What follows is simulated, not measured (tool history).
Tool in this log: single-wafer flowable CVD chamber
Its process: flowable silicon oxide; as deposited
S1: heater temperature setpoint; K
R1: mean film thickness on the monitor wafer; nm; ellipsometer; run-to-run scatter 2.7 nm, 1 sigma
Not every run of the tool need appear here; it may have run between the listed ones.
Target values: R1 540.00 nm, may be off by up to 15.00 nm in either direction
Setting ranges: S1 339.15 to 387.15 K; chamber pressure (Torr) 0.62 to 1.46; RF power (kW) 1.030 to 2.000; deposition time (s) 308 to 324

Run 1, hour 0.0: S1 363.15 K, chamber pressure (Torr) 1.04, RF power (kW) 1.515, deposition time (s) 324. Result: R1 375.14 nm.
Run 2, hour 5.2: S1 363.15 K, chamber pressure (Torr) 1.04, RF power (kW) 1.515, deposition time (s) 324. Result: R1 374.73 nm.
Run 3, hour 13.5: S1 361.15 K, chamber pressure (Torr) 1.04, RF power (kW) 1.515, deposition time (s) 324. Result: R1 400.93 nm.
Run 4, hour 19.9: S1 359.15 K, chamber pressure (Torr) 1.04, RF power (kW) 1.515, deposition time (s) 324. Result: R1 429.88 nm.
Run 5, hour 21.0: S1 358.15 K, chamber pressure (Torr) 1.04, RF power (kW) 1.515, deposition time (s) 324. Result: R1 445.27 nm.
Run 6, hour 24.8: S1 357.15 K, chamber pressure (Torr) 1.04, RF power (kW) 1.515, deposition time (s) 324. Result: R1 459.86 nm.
Run 7, hour 28.4: S1 356.15 K, chamber pressure (Torr) 1.04, RF power (kW) 1.515, deposition time (s) 324. Result: R1 472.78 nm.
Run 8, hour 33.7: S1 355.15 K, chamber pressure (Torr) 1.04, RF power (kW) 1.515, deposition time (s) 324. Result: R1 495.28 nm.
Run 9, hour 35.3: S1 354.15 K, chamber pressure (Torr) 1.04, RF power (kW) 1.515, deposition time (s) 324. Result: R1 508.78 nm.
Run 10, hour 36.4: S1 354.15 K, chamber pressure (Torr) 1.04, RF power (kW) 1.515, deposition time (s) 324. Result: R1 503.63 nm.
Run 11, hour 43.1: S1 353.15 K, chamber pressure (Torr) 1.04, RF power (kW) 1.515, deposition time (s) 324. Result: R1 520.30 nm.

Below are 5 possible settings for the next run. Only one of them brings all results inside the allowed miss of their targets. Which is it?
Run A, hour 49.8: S1 353.15 K, chamber pressure (Torr) 1.04, RF power (kW) 1.495, deposition time (s) 308. Result: R1 ?.
Run B, hour 49.8: S1 360.15 K, chamber pressure (Torr) 1.30, RF power (kW) 1.475, deposition time (s) 322. Result: R1 ?.
Run C, hour 49.8: S1 353.15 K, chamber pressure (Torr) 1.00, RF power (kW) 1.590, deposition time (s) 322. Result: R1 ?.
Run D, hour 49.8: S1 348.15 K, chamber pressure (Torr) 0.94, RF power (kW) 1.235, deposition time (s) 322. Result: R1 ?.
Run E, hour 49.8: S1 356.15 K, chamber pressure (Torr) 1.12, RF power (kW) 1.790, deposition time (s) 324. Result: R1 ?.

move      R1
   A  495.78
   B  503.40
   C  508.29
   D  500.44
   E  534.97
A: misses by more than the last run did
B: misses by more than the last run did
C: misses by more than the last run did
D: misses by more than the last run did
E: every result lands within tolerance
E is the move that brings every result within its allowed miss.

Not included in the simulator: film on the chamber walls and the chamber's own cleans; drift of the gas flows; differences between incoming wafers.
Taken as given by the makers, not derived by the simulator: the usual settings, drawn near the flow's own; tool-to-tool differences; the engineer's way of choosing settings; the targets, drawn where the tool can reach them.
